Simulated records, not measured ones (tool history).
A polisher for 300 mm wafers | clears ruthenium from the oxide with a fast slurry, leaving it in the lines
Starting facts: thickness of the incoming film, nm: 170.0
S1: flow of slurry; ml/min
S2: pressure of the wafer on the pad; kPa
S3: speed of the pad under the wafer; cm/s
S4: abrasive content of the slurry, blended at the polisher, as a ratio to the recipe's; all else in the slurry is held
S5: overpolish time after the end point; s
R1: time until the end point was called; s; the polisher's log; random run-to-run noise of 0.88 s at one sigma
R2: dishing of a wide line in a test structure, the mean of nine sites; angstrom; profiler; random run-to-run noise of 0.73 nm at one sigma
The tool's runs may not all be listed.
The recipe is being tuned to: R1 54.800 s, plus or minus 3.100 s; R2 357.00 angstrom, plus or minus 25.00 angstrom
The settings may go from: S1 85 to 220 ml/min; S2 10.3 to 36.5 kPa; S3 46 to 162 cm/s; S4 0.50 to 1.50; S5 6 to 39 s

run	hour	S1	S2	S3	S4	S5	R1	R2
1	0.0	140	23.4	104	1.00	20	30.010	788.56
2	5.3	140	20.7	100	1.00	18	36.879	657.57
3	8.8	140	19.3	98	1.00	15	39.656	517.52
4	10.8	140	19.3	82	1.00	15	47.519	435.03
5	19.5	140	18.6	82	1.00	14	48.408	388.65
6	25.5	140	23.4	82	1.00	14	38.242	479.50
7	34.4	140	22.1	82	1.00	14	41.803	473.55
8	40.2	140	20.7	82	1.00	14	43.518	431.33
9	46.1	140	19.3	82	1.00	14	46.420	394.23
10	51.1	140	18.6	82	1.00	14	46.597	395.64
11	54.9	140	18.6	82	1.00	14	48.095	401.24
12	57.3	140	17.9	82	1.00	14	50.150	383.86

Below are 4 possible settings for the next run. Only one of them brings all results inside the allowed miss of their targets. Which is it?
A	59.7	200	15.9	74	1.20	14	?	?
B	59.7	195	21.4	70	1.20	13	?	?
C	59.7	95	16.5	98	1.10	12	?	?
D	59.7	125	17.9	88	0.95	12	?	?

move	R1	R2
A	55.259	362.04
B	43.865	416.94
C	46.961	364.87
D	49.510	347.74
A: in spec on every target
B: misses by more than the last run did
C: misses by more than the last run did
D: misses by more than the last run did
The right move is A.
